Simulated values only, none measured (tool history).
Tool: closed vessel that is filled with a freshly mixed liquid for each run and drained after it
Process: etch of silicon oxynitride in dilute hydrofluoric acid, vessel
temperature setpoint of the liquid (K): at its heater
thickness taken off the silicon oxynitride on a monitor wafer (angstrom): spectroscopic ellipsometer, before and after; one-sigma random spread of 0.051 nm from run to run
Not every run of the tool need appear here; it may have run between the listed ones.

run,hour,temperature setpoint of the liquid (K),parts of water to one part of 49 % hydrofluoric acid (parts by volume),time in the liquid (s),thickness taken off the silicon oxynitride on a monitor wafer (angstrom)
1,0.0,297.15,45,235,91.263
2,2.0,293.65,45,235,77.483
3,8.9,292.65,45,235,72.970
4,11.4,294.65,45,235,82.043
5,15.1,293.65,45,235,76.659
6,23.0,293.65,45,255,84.172
7,30.0,292.65,45,255,79.572

What does the tool deliver on the next run?
8,33.9,292.15,45,255,?

Run 8 yielded thickness taken off the silicon oxynitride on a monitor wafer (angstrom) 77.584.
